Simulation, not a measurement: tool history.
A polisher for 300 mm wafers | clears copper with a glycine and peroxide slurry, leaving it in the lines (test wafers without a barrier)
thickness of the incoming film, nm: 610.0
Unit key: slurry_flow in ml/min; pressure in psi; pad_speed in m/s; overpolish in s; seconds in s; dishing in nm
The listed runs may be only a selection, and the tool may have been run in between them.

run    day  slurry_flow  pressure  pad_speed  overpolish  seconds  dishing
  1  0.000          175       3.5       0.88          27   127.12   40.032
  2  0.125          155       3.0       1.00          22   131.69   37.424
  3  0.371          155       3.9       1.00          22   109.41   39.250
  4  0.458          150       3.2       1.10          18   117.78   33.388
  5  0.588          150       3.8       1.10          18   107.51   36.639
  6  0.908          160       3.2       1.18          15   112.20   32.157
  7  1.121          190       2.7       1.22          13   117.42   30.043

Expected results for the next run?
  8  1.467          200       2.4       1.26          12        ?        ?

{"run 8": {"seconds": 124.81, "dishing": 27.571}}
